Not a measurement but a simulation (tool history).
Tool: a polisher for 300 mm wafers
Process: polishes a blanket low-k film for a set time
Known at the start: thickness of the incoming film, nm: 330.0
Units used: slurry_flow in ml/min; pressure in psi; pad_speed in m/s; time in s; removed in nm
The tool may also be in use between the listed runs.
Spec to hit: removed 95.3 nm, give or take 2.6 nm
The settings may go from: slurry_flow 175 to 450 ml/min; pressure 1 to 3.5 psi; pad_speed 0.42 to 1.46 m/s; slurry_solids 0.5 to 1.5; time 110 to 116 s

Run 1, day 0: slurry_flow 290 ml/min, pressure 2.2 psi, pad_speed 0.94 m/s, slurry_solids 1, time 110 s. Result: removed 49.321 nm.
Run 2, day 0.096: slurry_flow 245 ml/min, pressure 2.2 psi, pad_speed 0.94 m/s, slurry_solids 1, time 110 s. Result: removed 48.409 nm.
Run 3, day 0.212: slurry_flow 250 ml/min, pressure 2.4 psi, pad_speed 0.96 m/s, slurry_solids 1, time 110 s. Result: removed 54.118 nm.
Run 4, day 0.579: slurry_flow 250 ml/min, pressure 2.4 psi, pad_speed 0.96 m/s, slurry_solids 1, time 116 s. Result: removed 56.494 nm.
Run 5, day 0.9: slurry_flow 255 ml/min, pressure 2.5 psi, pad_speed 0.96 m/s, slurry_solids 1, time 116 s. Result: removed 58.999 nm.
Run 6, day 1.162: slurry_flow 255 ml/min, pressure 2.5 psi, pad_speed 0.96 m/s, slurry_solids 1, time 116 s. Result: removed 58.866 nm.
Run 7, day 1.329: slurry_flow 265 ml/min, pressure 3.1 psi, pad_speed 0.98 m/s, slurry_solids 1, time 116 s. Result: removed 74.501 nm.
Run 8, day 1.446: slurry_flow 265 ml/min, pressure 3.1 psi, pad_speed 1 m/s, slurry_solids 1, time 116 s. Result: removed 75.339 nm.
Run 9, day 1.792: slurry_flow 265 ml/min, pressure 3.1 psi, pad_speed 1.02 m/s, slurry_solids 1, time 116 s. Result: removed 74.895 nm.
Run 10, day 1.925: slurry_flow 265 ml/min, pressure 3.1 psi, pad_speed 1.04 m/s, slurry_solids 1, time 116 s. Result: removed 77.33 nm.
Run 11, day 2.008: slurry_flow 265 ml/min, pressure 3.1 psi, pad_speed 1.06 m/s, slurry_solids 1, time 116 s. Result: removed 78.156 nm.
Run 12, day 2.279: slurry_flow 275 ml/min, pressure 3.5 psi, pad_speed 1.08 m/s, slurry_solids 1, time 116 s. Result: removed 88.737 nm.
Run 13, day 2.5: slurry_flow 275 ml/min, pressure 3.5 psi, pad_speed 1.1 m/s, slurry_solids 1, time 116 s. Result: removed 90.065 nm.

Pick the move, out of 4, that brings all results within their allowed miss; only one does.
Run A, day 2.721: slurry_flow 335 ml/min, pressure 3.5 psi, pad_speed 1.08 m/s, slurry_solids 0.9, time 116 s. Result: removed ?.
Run B, day 2.721: slurry_flow 280 ml/min, pressure 3.3 psi, pad_speed 1.1 m/s, slurry_solids 1.15, time 112 s. Result: removed ?.
Run C, day 2.721: slurry_flow 285 ml/min, pressure 3.5 psi, pad_speed 1.08 m/s, slurry_solids 1.05, time 113 s. Result: removed ?.
Run D, day 2.721: slurry_flow 265 ml/min, pressure 3.5 psi, pad_speed 1.28 m/s, slurry_solids 1, time 111 s. Result: removed ?.

move  removed
   A    86.84
   B   85.371
   C   87.734
   D   94.437
A: moves away from the targets compared with the last run
B: moves away from the targets compared with the last run
C: moves away from the targets compared with the last run
D: every result within its allowed miss
The right move is D.
